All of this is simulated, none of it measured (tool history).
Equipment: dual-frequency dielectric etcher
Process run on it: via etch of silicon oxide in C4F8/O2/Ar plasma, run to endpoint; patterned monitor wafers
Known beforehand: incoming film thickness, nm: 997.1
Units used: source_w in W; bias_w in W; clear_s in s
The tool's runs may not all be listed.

Run 1, day 0: source_w 2090 W, bias_w 1777 W. Result: clear_s 190.38 s.
Run 2, day 0.279: source_w 2230 W, bias_w 1777 W. Result: clear_s 187.18 s.
Run 3, day 0.467: source_w 2050 W, bias_w 1777 W. Result: clear_s 192 s.
Run 4, day 0.75: source_w 2050 W, bias_w 1573 W. Result: clear_s 202.73 s.
Run 5, day 0.838: source_w 2050 W, bias_w 1696 W. Result: clear_s 197.19 s.
Run 6, day 0.938: source_w 2050 W, bias_w 1478 W. Result: clear_s 208.47 s.
Run 7, day 1.033: source_w 2470 W, bias_w 1833 W. Result: clear_s 179.07 s.

What does the tool deliver on the next run?
Run 8, day 1.096: source_w 2540 W, bias_w 1862 W. Result: clear_s ?.

clear_s: 174.08 s
